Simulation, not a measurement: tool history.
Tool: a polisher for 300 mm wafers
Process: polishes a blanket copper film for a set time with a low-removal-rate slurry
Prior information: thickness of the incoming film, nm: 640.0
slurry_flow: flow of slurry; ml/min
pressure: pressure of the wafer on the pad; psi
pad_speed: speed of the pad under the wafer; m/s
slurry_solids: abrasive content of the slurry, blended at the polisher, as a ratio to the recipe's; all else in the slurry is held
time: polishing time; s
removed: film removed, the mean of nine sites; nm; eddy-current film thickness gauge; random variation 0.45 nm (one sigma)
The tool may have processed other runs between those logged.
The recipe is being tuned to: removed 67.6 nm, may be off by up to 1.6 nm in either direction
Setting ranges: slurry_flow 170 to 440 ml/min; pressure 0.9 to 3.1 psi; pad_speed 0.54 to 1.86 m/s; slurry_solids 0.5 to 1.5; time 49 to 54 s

run	hour	slurry_flow	pressure	pad_speed	slurry_solids	time	removed
1	0	280	2	1.18	1	54	140
2	2.7	280	1.9	1.16	1	54	130.2
3	3.4	280	1.8	1.14	1	54	124.29
4	5.2	280	1.7	1.12	1	54	113.69
5	9.7	280	1.7	1.12	1	54	114.53
6	10.8	280	1.7	1.3	1	54	127.61
7	11.7	280	1.6	1.26	1	54	118.92
8	16.2	280	1.5	1.24	1	54	109.45
9	18.4	280	1.4	1.22	1	54	101.35

Which single option among these 4 for the next run brings every result within its allowed miss of target? Just one does.
A	20.6	225	1.3	0.9	0.95	50	?
B	20.6	310	1	1.12	1.1	49	?
C	20.6	320	1.2	0.98	0.75	49	?
D	20.6	325	1.4	1.08	1.35	51	?

move	removed
A	68.146
B	65.329
C	65.662
D	95.127
A: each result inside its tolerance
B: the result that was furthest off in the last run now lies on the other side of its target
C: the result that was furthest off in the last run now lies on the other side of its target
D: nearer the targets than the last run, but a result is still out of spec
Move A is the one to make.
